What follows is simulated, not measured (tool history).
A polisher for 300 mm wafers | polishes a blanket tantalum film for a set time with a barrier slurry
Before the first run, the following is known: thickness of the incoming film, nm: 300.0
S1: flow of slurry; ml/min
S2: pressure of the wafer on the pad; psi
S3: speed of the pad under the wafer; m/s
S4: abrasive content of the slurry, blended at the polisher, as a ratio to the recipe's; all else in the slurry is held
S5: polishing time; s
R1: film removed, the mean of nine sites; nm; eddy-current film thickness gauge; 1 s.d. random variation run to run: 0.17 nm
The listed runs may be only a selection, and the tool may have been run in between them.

{"run": 1, "hour": 0.0, "S1": 305, "S2": 1.4, "S3": 0.86, "S4": 1.0, "S5": 31, "R1": 35.801}
{"run": 2, "hour": 2.0, "S1": 305, "S2": 1.0, "S3": 0.86, "S4": 1.0, "S5": 31, "R1": 25.543}
{"run": 3, "hour": 5.0, "S1": 305, "S2": 1.0, "S3": 0.86, "S4": 1.0, "S5": 31, "R1": 25.508}
{"run": 4, "hour": 13.7, "S1": 305, "S2": 1.0, "S3": 0.86, "S4": 0.85, "S5": 31, "R1": 24.854}
{"run": 5, "hour": 22.2, "S1": 305, "S2": 0.9, "S3": 0.86, "S4": 0.85, "S5": 31, "R1": 22.491}
{"run": 6, "hour": 22.7, "S1": 305, "S2": 0.7, "S3": 0.84, "S4": 0.85, "S5": 31, "R1": 17.652}
{"run": 7, "hour": 23.8, "S1": 305, "S2": 0.6, "S3": 0.84, "S4": 0.85, "S5": 31, "R1": 15.542}
{"hour": 24.5, "done": "head pressure recalibrated"}
{"run": 8, "hour": 24.5, "S1": 305, "S2": 0.7, "S3": 0.84, "S4": 0.85, "S5": 31, "R1": 15.659}
{"run": 9, "hour": 28.7, "S1": 305, "S2": 0.8, "S3": 0.84, "S4": 0.85, "S5": 31, "R1": 17.872}

Run 10 is up next; what results do you expect?
{"run": 10, "hour": 31.8, "S1": 305, "S2": 0.7, "S3": 0.84, "S4": 0.85, "S5": 31, "R1": "?"}

Run 10 yielded R1 15.852 nm.

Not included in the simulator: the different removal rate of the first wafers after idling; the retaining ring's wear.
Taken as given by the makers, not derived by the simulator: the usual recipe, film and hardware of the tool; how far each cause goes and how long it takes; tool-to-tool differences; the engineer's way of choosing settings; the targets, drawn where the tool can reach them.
